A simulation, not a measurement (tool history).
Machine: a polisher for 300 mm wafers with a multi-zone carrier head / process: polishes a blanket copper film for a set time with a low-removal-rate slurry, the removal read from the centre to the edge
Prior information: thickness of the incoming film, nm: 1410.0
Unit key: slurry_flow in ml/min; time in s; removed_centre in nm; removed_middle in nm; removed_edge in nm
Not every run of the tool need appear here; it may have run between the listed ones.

run  hour  slurry_flow  centre_zone  middle_zone  edge_zone  slurry_solids  time  removed_centre  removed_middle  removed_edge
  1   0.0          130         1.00         1.00       1.00           1.00    32          78.808          76.346        80.175
  2   2.9          130         1.00         1.00       1.00           1.15    32          81.151          78.539        81.525
  3  10.3          130         1.00         1.00       1.02           1.20    33          85.188          82.771        87.268
  4  17.5          135         1.00         1.01       1.04           1.25    34          89.557          87.998        92.607
  5  23.7          135         1.00         1.01       1.04           1.05    34          84.973          82.928        85.252
  6  24.7          135         1.00         1.05       1.04           1.05    34          84.705          84.214        87.776

Run 7, settings as shown, results not yet in. Your forecast:
  7  32.9          135         1.01         1.06       1.06           1.10    35               ?               ?             ?

removed_centre: 91.594 nm
removed_middle: 90.159 nm
removed_edge: 92.018 nm
